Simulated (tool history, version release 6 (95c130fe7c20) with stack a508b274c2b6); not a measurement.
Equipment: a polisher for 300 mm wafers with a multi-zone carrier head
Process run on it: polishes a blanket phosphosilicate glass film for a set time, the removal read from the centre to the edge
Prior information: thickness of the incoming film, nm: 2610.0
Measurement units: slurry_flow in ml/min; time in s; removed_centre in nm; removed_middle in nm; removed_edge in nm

run	hour	slurry_flow	centre_zone	middle_zone	edge_zone	slurry_solids	time	removed_centre	removed_middle	removed_edge
1	0.0	160	1.00	1.00	1.00	1.00	36	330.77	330.61	327.22
2	4.9	160	0.96	1.00	1.00	1.00	36	322.66	334.21	328.91
3	12.6	125	0.96	1.00	1.00	1.00	36	302.05	312.52	316.10
4	16.8	125	0.96	1.00	1.07	1.00	36	297.99	313.13	321.78
5	21.0	165	0.96	1.00	1.07	1.00	36	321.60	333.57	345.68
6	22.4	165	0.96	1.00	1.10	1.00	36	329.89	337.03	346.30

Expected results for the next run?
7	26.8	195	1.04	1.05	1.16	1.25	37	?	?	?

Run 7 yielded removed_centre 409.88 nm, removed_middle 404.65 nm, removed_edge 406.17 nm.
